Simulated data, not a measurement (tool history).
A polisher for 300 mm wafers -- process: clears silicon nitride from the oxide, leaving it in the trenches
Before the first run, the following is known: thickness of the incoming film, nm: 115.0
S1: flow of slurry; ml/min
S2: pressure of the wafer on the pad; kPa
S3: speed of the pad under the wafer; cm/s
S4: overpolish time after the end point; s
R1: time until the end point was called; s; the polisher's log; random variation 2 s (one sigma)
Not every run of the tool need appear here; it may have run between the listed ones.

run 1 hour=0.0 | S1=245 S2=16.5 S3=88 S4=50 | R1=143.18
run 2 hour=5.1 | S1=205 S2=16.5 S3=88 S4=50 | R1=146.42
run 3 hour=14.1 | S1=155 S2=16.5 S3=88 S4=50 | R1=155.97
run 4 hour=15.8 | S1=155 S2=15.2 S3=88 S4=50 | R1=163.32
run 5 hour=19.2 | S1=155 S2=13.1 S3=88 S4=50 | R1=181.90
run 6 hour=26.5 | S1=155 S2=11.7 S3=88 S4=50 | R1=191.07

For run 7, what comes out?
run 7 hour=30.1 | S1=155 S2=11.0 S3=88 S4=50 | R1=?

{"run 7": {"R1": 202.14}}

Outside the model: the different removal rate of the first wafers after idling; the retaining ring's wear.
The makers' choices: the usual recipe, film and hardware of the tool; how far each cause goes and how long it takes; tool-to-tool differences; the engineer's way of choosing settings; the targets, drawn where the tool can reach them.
